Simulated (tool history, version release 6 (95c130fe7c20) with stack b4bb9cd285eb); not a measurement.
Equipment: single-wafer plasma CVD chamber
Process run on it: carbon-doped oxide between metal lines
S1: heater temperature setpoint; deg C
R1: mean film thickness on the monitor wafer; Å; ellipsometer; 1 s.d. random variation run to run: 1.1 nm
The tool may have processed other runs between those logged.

Run 1, hour 0.0: S1 350 deg C, chamber pressure (Torr) 5.39, RF power (W) 670, deposition time (s) 36.4. Result: R1 2425.2 Å.
Run 2, hour 3.5: S1 347 deg C, chamber pressure (Torr) 5.74, RF power (W) 695, deposition time (s) 36.4. Result: R1 2496.9 Å.
Run 3, hour 6.2: S1 347 deg C, chamber pressure (Torr) 5.74, RF power (W) 695, deposition time (s) 37.5. Result: R1 2590.5 Å.
Run 4, hour 7.2: S1 345 deg C, chamber pressure (Torr) 5.92, RF power (W) 720, deposition time (s) 37.5. Result: R1 2640.1 Å.
Run 5, hour 14.6: S1 345 deg C, chamber pressure (Torr) 5.92, RF power (W) 665, deposition time (s) 37.5. Result: R1 2546.2 Å.
Run 6, hour 16.3: S1 345 deg C, chamber pressure (Torr) 5.92, RF power (W) 575, deposition time (s) 37.5. Result: R1 2357.3 Å.
Run 7, hour 21.1: S1 343 deg C, chamber pressure (Torr) 6.09, RF power (W) 625, deposition time (s) 37.5. Result: R1 2487.4 Å.
Run 8, hour 24.9: S1 340 deg C, chamber pressure (Torr) 6.29, RF power (W) 660, deposition time (s) 37.5. Result: R1 2586.3 Å.
Run 9, hour 28.1: S1 338 deg C, chamber pressure (Torr) 6.44, RF power (W) 685, deposition time (s) 37.5. Result: R1 2677.4 Å.
Run 10, hour 32.5: S1 336 deg C, chamber pressure (Torr) 6.60, RF power (W) 700, deposition time (s) 37.5. Result: R1 2728.4 Å.
Run 11, hour 39.1: S1 335 deg C, chamber pressure (Torr) 6.73, RF power (W) 710, deposition time (s) 37.5. Result: R1 2743.4 Å.
Run 12, hour 46.5: S1 334 deg C, chamber pressure (Torr) 6.80, RF power (W) 720, deposition time (s) 37.5. Result: R1 2812.6 Å.
Run 13, hour 49.2: S1 333 deg C, chamber pressure (Torr) 6.90, RF power (W) 725, deposition time (s) 37.5. Result: R1 2813.1 Å.

For run 14, what comes out?
Run 14, hour 50.4: S1 332 deg C, chamber pressure (Torr) 6.97, RF power (W) 730, deposition time (s) 37.5. Result: R1 ?.

R1: 2833.2 Å
